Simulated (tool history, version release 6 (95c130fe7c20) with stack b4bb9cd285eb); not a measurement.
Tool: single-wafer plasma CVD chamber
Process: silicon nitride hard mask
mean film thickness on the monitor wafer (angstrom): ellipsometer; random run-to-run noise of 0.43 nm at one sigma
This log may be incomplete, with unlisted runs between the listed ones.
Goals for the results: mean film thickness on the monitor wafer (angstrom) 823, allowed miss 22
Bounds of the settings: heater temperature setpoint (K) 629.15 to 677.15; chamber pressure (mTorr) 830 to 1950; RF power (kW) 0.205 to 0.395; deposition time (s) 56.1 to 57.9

run	day	heater temperature setpoint (K)	chamber pressure (mTorr)	RF power (kW)	deposition time (s)	mean film thickness on the monitor wafer (angstrom)
1	0	653.15	1390	0.3	56.1	685.34
2	0.121	643.15	1390	0.3	56.1	689.75
3	0.462	643.15	1390	0.315	56.1	711.8
4	0.554	643.15	1390	0.345	56.1	744.1
5	0.679	643.15	1420	0.35	56.1	758.05
6	0.721	643.15	1450	0.35	56.1	761.3
7	0.858	643.15	1450	0.35	56.1	765.35
8	1.054	643.15	1470	0.35	56.1	761.36
9	1.238	643.15	1490	0.355	56.2	776.83
10	1.371	643.15	1510	0.355	56.2	777.2
11	1.392	643.15	1530	0.355	56.2	787.11
12	1.617	643.15	1540	0.355	56.2	783.64
13	1.962	643.15	1560	0.355	56.2	787.62
14	2.192	643.15	1570	0.355	56.2	793.09
15	2.354	643.15	1580	0.355	56.2	784.54
16	2.671	643.15	1580	0.355	56.2	792.8
17	2.775	643.15	1590	0.355	56.2	795.02

Of the 5 settings listed for the next run, only one would bring every result within its allowed miss of target. Which one?
A	2.879	637.15	1630	0.38	57.9	?
B	2.879	645.15	1530	0.335	56.1	?
C	2.879	643.15	1640	0.365	56.7	?
D	2.879	634.15	1650	0.335	56.1	?
E	2.879	645.15	1520	0.365	56.1	?

move	mean film thickness on the monitor wafer (angstrom)
A	859.32
B	757.24
C	821.25
D	775.82
E	795.45
A: takes the result that was furthest off past its target
B: moves away from the targets compared with the last run
C: each result inside its tolerance
D: moves away from the targets compared with the last run
E: roughly where the last run was
Answer: C

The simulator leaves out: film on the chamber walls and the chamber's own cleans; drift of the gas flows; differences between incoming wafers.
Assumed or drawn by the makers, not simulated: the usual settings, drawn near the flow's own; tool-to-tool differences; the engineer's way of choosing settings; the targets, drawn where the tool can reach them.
